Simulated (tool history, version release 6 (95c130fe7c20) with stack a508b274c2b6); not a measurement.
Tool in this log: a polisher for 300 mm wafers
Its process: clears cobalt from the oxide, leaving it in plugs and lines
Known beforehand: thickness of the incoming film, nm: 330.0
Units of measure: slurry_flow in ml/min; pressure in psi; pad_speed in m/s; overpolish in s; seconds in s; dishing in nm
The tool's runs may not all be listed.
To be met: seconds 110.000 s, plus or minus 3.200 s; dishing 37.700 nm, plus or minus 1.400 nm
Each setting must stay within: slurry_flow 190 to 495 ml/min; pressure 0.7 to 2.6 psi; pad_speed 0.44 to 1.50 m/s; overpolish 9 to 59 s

run,hour,slurry_flow,pressure,pad_speed,overpolish,seconds,dishing
1,0.0,320,1.6,0.96,30,81.856,46.469
2,3.1,320,1.5,0.96,27,86.702,43.283
3,11.4,320,1.5,0.96,37,86.843,47.743
4,18.4,320,1.4,0.96,33,92.196,44.535
5,23.2,320,1.3,0.96,31,100.200,43.657
6,24.6,320,1.3,0.96,23,99.444,37.507
7,26.8,320,1.3,0.96,24,100.040,39.135
8,34.7,315,1.1,0.96,23,116.740,34.281
9,36.5,330,1.1,0.96,24,118.370,36.060
10,40.9,325,1.1,0.96,24,117.130,36.233

Which one of the following 5 next-run settings gets every result inside its allowed miss? There is exactly one.
A,45.3,355,1.0,0.98,25,?,?
B,45.3,440,1.0,1.00,25,?,?
C,45.3,210,0.8,1.24,26,?,?
D,45.3,395,1.1,0.86,25,?,?
E,45.3,265,0.8,1.40,25,?,?

move,seconds,dishing
A,125.390,35.025
B,121.410,35.644
C,128.000,35.379
D,129.080,34.475
E,111.620,37.209
A: further off than the last run
B: further off than the last run
C: further off than the last run
D: further off than the last run
E: meets every target
The move that meets every target is E.

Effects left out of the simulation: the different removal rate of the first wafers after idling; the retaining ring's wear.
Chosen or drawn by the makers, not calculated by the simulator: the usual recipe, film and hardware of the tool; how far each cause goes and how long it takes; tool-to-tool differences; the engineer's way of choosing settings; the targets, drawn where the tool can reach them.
